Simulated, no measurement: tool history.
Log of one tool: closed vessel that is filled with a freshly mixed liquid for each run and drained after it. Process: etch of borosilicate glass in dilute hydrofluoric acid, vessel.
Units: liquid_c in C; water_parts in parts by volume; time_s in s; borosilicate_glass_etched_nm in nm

run,hour,liquid_c,water_parts,time_s,borosilicate_glass_etched_nm
1,0,21,280,80,11.842
2,3.3,23.5,260,80,14.226
3,9.6,26,260,80,15.559
4,10.6,27,250,80,17.066
5,16.5,27,250,80,16.811
6,21.1,27.5,240,80,18.378
7,29.6,28,240,80,18.487

The next listed run, before its measurement:
8,35,29,225,80,?

Run 8 gave borosilicate_glass_etched_nm 20.777 nm.
